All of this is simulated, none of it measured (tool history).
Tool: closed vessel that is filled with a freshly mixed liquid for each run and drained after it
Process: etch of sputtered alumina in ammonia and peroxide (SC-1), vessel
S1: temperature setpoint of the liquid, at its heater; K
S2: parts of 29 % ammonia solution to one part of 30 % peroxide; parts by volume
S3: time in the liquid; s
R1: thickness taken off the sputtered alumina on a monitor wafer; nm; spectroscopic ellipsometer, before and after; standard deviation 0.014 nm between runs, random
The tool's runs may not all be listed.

run,day,S1,S2,S3,R1
1,0,330.15,0.7,55,3.414
2,0.292,327.65,0.7,55,2.9659
3,0.425,326.15,0.7,55,2.7529
4,0.567,325.15,0.7,55,2.6159
5,0.692,325.15,0.7,55,2.5797
6,0.733,325.15,0.85,55,2.6458
7,0.8,324.65,0.85,55,2.5468

What does the tool deliver on the next run?
8,1.188,324.65,0.85,55,?

Run 8 came out at R1 2.5852 nm.

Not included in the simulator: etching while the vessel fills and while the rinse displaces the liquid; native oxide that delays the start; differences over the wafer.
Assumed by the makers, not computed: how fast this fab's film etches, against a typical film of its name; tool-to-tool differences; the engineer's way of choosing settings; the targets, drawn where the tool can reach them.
